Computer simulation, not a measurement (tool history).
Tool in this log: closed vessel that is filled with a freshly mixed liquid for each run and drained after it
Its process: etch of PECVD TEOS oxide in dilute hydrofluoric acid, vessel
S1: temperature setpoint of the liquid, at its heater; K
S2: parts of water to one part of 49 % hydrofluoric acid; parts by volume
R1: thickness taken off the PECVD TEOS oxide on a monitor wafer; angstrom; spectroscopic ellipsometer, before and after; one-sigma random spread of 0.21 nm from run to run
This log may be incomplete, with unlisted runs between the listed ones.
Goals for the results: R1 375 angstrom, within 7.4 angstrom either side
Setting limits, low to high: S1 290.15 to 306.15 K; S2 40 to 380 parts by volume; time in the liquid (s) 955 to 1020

Run 1, hour 0: S1 298.15 K, S2 210 parts by volume, time in the liquid (s) 955. Result: R1 509.59 angstrom.
Run 2, hour 1.5: S1 295.65 K, S2 210 parts by volume, time in the liquid (s) 955. Result: R1 463.78 angstrom.
Run 3, hour 6.5: S1 293.15 K, S2 210 parts by volume, time in the liquid (s) 955. Result: R1 423.28 angstrom.
Run 4, hour 10.9: S1 293.15 K, S2 210 parts by volume, time in the liquid (s) 955. Result: R1 418.97 angstrom.
Run 5, hour 14.2: S1 292.15 K, S2 210 parts by volume, time in the liquid (s) 955. Result: R1 407.73 angstrom.
Run 6, hour 16.5: S1 292.15 K, S2 210 parts by volume, time in the liquid (s) 955. Result: R1 404.14 angstrom.
Run 7, hour 18.9: S1 291.65 K, S2 210 parts by volume, time in the liquid (s) 955. Result: R1 399.87 angstrom.
Run 8, hour 25.7: S1 290.15 K, S2 215 parts by volume, time in the liquid (s) 955. Result: R1 365.7 angstrom.

Exercise: of the 5 proposed moves below, exactly one satisfies all targets within the stated allowed misses. Which move is it?
Run A, hour 32.5: S1 290.15 K, S2 225 parts by volume, time in the liquid (s) 1005. Result: R1 ?.
Run B, hour 32.5: S1 290.15 K, S2 220 parts by volume, time in the liquid (s) 1010. Result: R1 ?.
Run C, hour 32.5: S1 290.15 K, S2 225 parts by volume, time in the liquid (s) 955. Result: R1 ?.
Run D, hour 32.5: S1 290.15 K, S2 230 parts by volume, time in the liquid (s) 1010. Result: R1 ?.
Run E, hour 32.5: S1 290.15 K, S2 220 parts by volume, time in the liquid (s) 965. Result: R1 ?.

move      R1
   A  360.84
   B  372.54
   C  342.89
   D  353.18
   E  355.95
A: misses by more than the last run did
B: hits every target within its allowed miss
C: misses by more than the last run did
D: misses by more than the last run did
E: misses by more than the last run did
The move that meets every target is B.
